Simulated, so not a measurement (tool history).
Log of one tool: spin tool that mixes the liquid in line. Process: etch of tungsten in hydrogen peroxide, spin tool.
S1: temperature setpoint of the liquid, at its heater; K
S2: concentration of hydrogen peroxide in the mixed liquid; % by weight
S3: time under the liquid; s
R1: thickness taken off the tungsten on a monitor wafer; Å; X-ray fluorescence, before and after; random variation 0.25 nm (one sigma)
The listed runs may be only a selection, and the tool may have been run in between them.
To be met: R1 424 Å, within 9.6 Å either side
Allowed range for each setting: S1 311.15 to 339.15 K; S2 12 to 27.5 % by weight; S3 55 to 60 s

Run 1, hour 0: S1 327.15 K, S2 18.5 % by weight, S3 55 s. Result: R1 903.79 Å.
Run 2, hour 2: S1 327.15 K, S2 20 % by weight, S3 55 s. Result: R1 926.35 Å.
Run 3, hour 8.6: S1 323.15 K, S2 20 % by weight, S3 55 s. Result: R1 742.87 Å.
Run 4, hour 13.1: S1 323.15 K, S2 20 % by weight, S3 60 s. Result: R1 801.25 Å.
Run 5, hour 13.7: S1 320.15 K, S2 20 % by weight, S3 60 s. Result: R1 670.05 Å.
Run 6, hour 19.5: S1 317.15 K, S2 20 % by weight, S3 60 s. Result: R1 554.96 Å.
Run 7, hour 25.8: S1 316.15 K, S2 20 % by weight, S3 60 s. Result: R1 519.02 Å.
Run 8, hour 30.9: S1 315.15 K, S2 20 % by weight, S3 60 s. Result: R1 488.16 Å.
Run 9, hour 36.2: S1 314.65 K, S2 20 % by weight, S3 60 s. Result: R1 468.93 Å.
Run 10, hour 36.9: S1 314.15 K, S2 20 % by weight, S3 60 s. Result: R1 459.09 Å.
Run 11, hour 44.8: S1 314.15 K, S2 20 % by weight, S3 60 s. Result: R1 458.14 Å.
Run 12, hour 48: S1 313.65 K, S2 20 % by weight, S3 60 s. Result: R1 438.09 Å.
At hour 50.3: new drum of peroxide connected.
Run 13, hour 50.3: S1 313.15 K, S2 20 % by weight, S3 60 s. Result: R1 441.38 Å.

Of the 5 settings listed for the next run, only one would bring every result within its allowed miss of target. Which one?
Run A, hour 52.6: S1 314.65 K, S2 20.5 % by weight, S3 55 s. Result: R1 ?.
Run B, hour 52.6: S1 311.65 K, S2 22.5 % by weight, S3 60 s. Result: R1 ?.
Run C, hour 52.6: S1 312.65 K, S2 21 % by weight, S3 55 s. Result: R1 ?.
Run D, hour 52.6: S1 313.65 K, S2 24 % by weight, S3 55 s. Result: R1 ?.
Run E, hour 52.6: S1 315.15 K, S2 21.5 % by weight, S3 55 s. Result: R1 ?.

move      R1
   A  454.99
   B  427.76
   C  404.46
   D  461.47
   E  481.19
A: further off than the last run
B: all results in spec
C: pushes the last run's worst result past its target
D: further off than the last run
E: further off than the last run
B meets every target.
